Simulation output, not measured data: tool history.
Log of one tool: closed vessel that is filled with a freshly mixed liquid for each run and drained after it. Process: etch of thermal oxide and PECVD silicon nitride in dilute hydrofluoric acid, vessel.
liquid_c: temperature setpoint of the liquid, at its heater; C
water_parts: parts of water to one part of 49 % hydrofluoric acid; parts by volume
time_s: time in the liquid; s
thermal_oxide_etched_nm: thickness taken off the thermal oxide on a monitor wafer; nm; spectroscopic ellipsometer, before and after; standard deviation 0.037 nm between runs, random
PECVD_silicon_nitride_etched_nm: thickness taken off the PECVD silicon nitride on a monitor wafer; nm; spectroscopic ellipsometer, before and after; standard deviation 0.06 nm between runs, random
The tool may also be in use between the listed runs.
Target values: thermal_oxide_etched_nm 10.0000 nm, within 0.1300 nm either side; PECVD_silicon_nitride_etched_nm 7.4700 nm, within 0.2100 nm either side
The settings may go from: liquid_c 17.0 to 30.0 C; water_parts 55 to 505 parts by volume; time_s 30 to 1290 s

run  hour  liquid_c  water_parts  time_s  thermal_oxide_etched_nm  PECVD_silicon_nitride_etched_nm
  1   0.0      22.0          280     660                   9.9870                           9.0274
  2   8.5      21.0          270     650                   9.9469                           8.5454
  3  16.8      21.0          270     905                  13.8390                          12.2300
  4  23.2      21.0          270     655                  10.1080                           8.7530
  5  29.3      20.0          260     650                  10.0680                           8.4424
  6  37.8      19.5          255     640                   9.9977                           8.2448
  7  43.0      19.0          250     635                   9.9386                           7.9670
  8  49.4      18.5          245     630                   9.9319                           7.6965
  9  52.2      18.0          240     625                   9.8776                           7.7281
 10  58.3      18.0          240     625                   9.9240                           7.7287

Below are 4 possible settings for the next run. Only one of them brings all results inside the allowed miss of their targets. Which is it?
  A  64.4      17.0          205     530                        ?                                ?
  B  64.4      18.0          280     750                        ?                                ?
  C  64.4      22.0          215     465                        ?                                ?
  D  64.4      17.5          220     580                        ?                                ?

move  thermal_oxide_etched_nm  PECVD_silicon_nitride_etched_nm
   A                   9.7906                           7.1112
   B                   9.8649                           7.9794
   C                   9.8392                           8.2750
   D                  10.0450                           7.5209
A: pushes the last run's worst result past its target
B: further off than the last run
C: further off than the last run
D: all results in spec
D meets every target.

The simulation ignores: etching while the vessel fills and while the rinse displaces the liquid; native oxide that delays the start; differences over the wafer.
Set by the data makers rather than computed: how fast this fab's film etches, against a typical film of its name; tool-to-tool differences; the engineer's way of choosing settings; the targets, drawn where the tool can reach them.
